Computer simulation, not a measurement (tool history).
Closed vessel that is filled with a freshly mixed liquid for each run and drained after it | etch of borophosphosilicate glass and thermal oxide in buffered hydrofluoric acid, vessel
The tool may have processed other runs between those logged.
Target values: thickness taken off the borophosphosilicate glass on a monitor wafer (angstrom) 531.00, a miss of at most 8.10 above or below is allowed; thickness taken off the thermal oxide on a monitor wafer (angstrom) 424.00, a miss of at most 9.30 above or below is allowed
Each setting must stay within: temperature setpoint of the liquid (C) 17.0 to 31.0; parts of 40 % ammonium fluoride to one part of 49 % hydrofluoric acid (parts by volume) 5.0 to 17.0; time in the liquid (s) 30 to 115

run  hour  temperature setpoint of the liquid (C)  parts of 40 % ammonium fluoride to one part of 49 % hydrofluoric acid (parts by volume)  time in the liquid (s)  thickness taken off the borophosphosilicate glass on a monitor wafer (angstrom)  thickness taken off the thermal oxide on a monitor wafer (angstrom)
  1   0.0                                    23.0                                                                                     10.5                      60                                                                           710.79                                                               566.54
  2   3.8                                    25.0                                                                                     10.5                      60                                                                           781.79                                                               624.13
  3   7.6                                    25.0                                                                                     10.5                      85                                                                          1111.30                                                               879.60
  4   8.2                                    25.0                                                                                     10.5                      65                                                                           851.24                                                               681.95
  5   9.4                                    23.0                                                                                     10.5                      65                                                                           768.11                                                               605.81
  6  15.6                                    21.5                                                                                     11.0                      65                                                                           674.98                                                               536.43
  7  16.4                                    20.0                                                                                     11.0                      65                                                                           624.22                                                               493.99
  8  22.0                                    19.0                                                                                     11.0                      65                                                                           587.59                                                               465.72
  9  28.4                                    18.5                                                                                     11.0                      65                                                                           572.06                                                               453.33
 10  32.4                                    18.0                                                                                     11.0                      65                                                                           557.62                                                               435.20
 11  35.7                                    17.5                                                                                     11.5                      65                                                                           518.85                                                               411.89

Below are 4 possible settings for the next run. Only one of them brings all results inside the allowed miss of their targets. Which is it?
  A  39.0                                    19.5                                                                                     12.5                      65                                                                                ?                                                                    ?
  B  39.0                                    20.0                                                                                     11.5                      55                                                                                ?                                                                    ?
  C  39.0                                    18.5                                                                                     13.5                      70                                                                                ?                                                                    ?
  D  39.0                                    17.5                                                                                     12.5                      70                                                                                ?                                                                    ?

move  thickness taken off the borophosphosilicate glass on a monitor wafer (angstrom)  thickness taken off the thermal oxide on a monitor wafer (angstrom)
   A                                                                           531.49                                                               422.10
   B                                                                           501.94                                                               398.55
   C                                                                           501.78                                                               398.41
   D                                                                           511.87                                                               405.93
A: in spec on every target
B: lands further from the targets than the last run did
C: lands further from the targets than the last run did
D: lands further from the targets than the last run did
A meets every target.
